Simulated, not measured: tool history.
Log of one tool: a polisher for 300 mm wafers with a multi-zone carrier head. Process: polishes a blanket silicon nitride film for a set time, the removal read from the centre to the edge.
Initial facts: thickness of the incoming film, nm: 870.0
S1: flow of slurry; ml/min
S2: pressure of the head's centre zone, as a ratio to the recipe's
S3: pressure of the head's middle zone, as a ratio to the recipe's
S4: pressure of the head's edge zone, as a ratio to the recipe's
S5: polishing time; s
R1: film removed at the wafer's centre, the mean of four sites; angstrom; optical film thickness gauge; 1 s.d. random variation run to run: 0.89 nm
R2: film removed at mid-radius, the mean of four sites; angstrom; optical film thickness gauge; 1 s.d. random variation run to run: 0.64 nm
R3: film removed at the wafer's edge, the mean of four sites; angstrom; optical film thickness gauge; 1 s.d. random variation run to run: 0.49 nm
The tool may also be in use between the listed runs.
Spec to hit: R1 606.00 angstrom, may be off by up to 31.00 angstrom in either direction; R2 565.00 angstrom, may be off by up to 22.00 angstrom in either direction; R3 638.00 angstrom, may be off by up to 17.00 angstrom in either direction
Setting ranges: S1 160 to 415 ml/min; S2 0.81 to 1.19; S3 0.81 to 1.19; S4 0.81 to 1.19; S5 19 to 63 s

run	hour	S1	S2	S3	S4	S5	R1	R2	R3
1	0.0	265	1.00	1.00	1.00	41	810.07	820.14	836.49
2	9.0	265	1.09	1.00	1.00	41	891.58	848.15	834.30
3	12.6	260	1.07	0.98	0.99	40	837.11	805.62	802.28
4	21.2	260	1.07	0.98	1.05	40	840.41	771.82	832.65
5	27.0	260	1.07	0.91	1.05	40	828.25	749.85	825.12
6	28.8	260	1.00	0.91	1.05	40	773.99	728.87	826.01
7	35.4	240	0.92	0.84	0.95	32	590.32	551.59	632.14
8	40.1	240	0.92	0.84	0.95	32	570.32	556.65	620.31

Below are 5 possible settings for the next run. Only one of them brings all results inside the allowed miss of their targets. Which is it?
A	44.8	270	0.85	0.91	0.95	30	?	?	?
B	44.8	210	0.84	0.84	1.06	32	?	?	?
C	44.8	315	0.97	0.87	1.01	31	?	?	?
D	44.8	235	1.05	0.85	0.81	32	?	?	?
E	44.8	185	0.99	0.93	0.89	31	?	?	?

move	R1	R2	R3
A	508.64	573.64	586.26
B	515.41	552.85	643.08
C	607.93	581.08	632.63
D	649.77	567.28	574.30
E	570.56	570.26	563.93
A: misses by more than the last run did
B: misses by more than the last run did
C: meets every target
D: pushes the last run's worst result past its target
E: misses by more than the last run did
Go with C: it meets all targets.
